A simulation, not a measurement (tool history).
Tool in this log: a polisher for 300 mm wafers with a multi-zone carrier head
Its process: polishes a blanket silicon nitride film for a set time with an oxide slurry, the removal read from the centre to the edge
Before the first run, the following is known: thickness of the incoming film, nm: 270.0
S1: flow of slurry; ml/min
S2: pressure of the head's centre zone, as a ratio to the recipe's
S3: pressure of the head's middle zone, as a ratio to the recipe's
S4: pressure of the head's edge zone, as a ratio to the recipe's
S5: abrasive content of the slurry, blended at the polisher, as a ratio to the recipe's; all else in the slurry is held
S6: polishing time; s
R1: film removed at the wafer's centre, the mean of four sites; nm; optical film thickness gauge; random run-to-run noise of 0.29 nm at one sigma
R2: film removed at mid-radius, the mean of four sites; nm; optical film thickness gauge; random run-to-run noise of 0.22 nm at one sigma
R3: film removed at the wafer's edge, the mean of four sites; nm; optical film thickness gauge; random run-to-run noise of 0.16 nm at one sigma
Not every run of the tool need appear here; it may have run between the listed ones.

Run 1, hour 0.0: S1 230 ml/min, S2 1.00, S3 1.00, S4 1.00, S5 1.00, S6 60 s. Result: R1 37.152 nm, R2 36.617 nm, R3 37.415 nm.
Run 2, hour 7.1: S1 230 ml/min, S2 0.99, S3 1.01, S4 0.97, S5 0.90, S6 60 s. Result: R1 35.104 nm, R2 35.115 nm, R3 34.717 nm.
Run 3, hour 12.7: S1 190 ml/min, S2 0.99, S3 1.01, S4 0.97, S5 0.90, S6 60 s. Result: R1 34.980 nm, R2 35.383 nm, R3 34.714 nm.
Run 4, hour 14.1: S1 190 ml/min, S2 1.07, S3 1.01, S4 0.97, S5 0.90, S6 60 s. Result: R1 37.047 nm, R2 35.049 nm, R3 34.792 nm.
Run 5, hour 17.5: S1 190 ml/min, S2 1.04, S3 1.01, S4 0.95, S5 0.85, S6 60 s. Result: R1 36.045 nm, R2 34.306 nm, R3 33.774 nm.
Run 6, hour 23.4: S1 190 ml/min, S2 1.01, S3 1.02, S4 0.93, S5 0.80, S6 60 s. Result: R1 34.029 nm, R2 33.666 nm, R3 32.406 nm.
Run 7, hour 32.2: S1 190 ml/min, S2 0.99, S3 1.02, S4 0.91, S5 0.75, S6 60 s. Result: R1 32.358 nm, R2 32.968 nm, R3 31.015 nm.

Expected results for the next run?
Run 8, hour 36.7: S1 190 ml/min, S2 0.98, S3 1.02, S4 0.90, S5 0.70, S6 60 s. Result: R1 ?, R2 ?, R3 ?.

{"run 8": {"R1": 30.977, "R2": 31.445, "R3": 30.206}}

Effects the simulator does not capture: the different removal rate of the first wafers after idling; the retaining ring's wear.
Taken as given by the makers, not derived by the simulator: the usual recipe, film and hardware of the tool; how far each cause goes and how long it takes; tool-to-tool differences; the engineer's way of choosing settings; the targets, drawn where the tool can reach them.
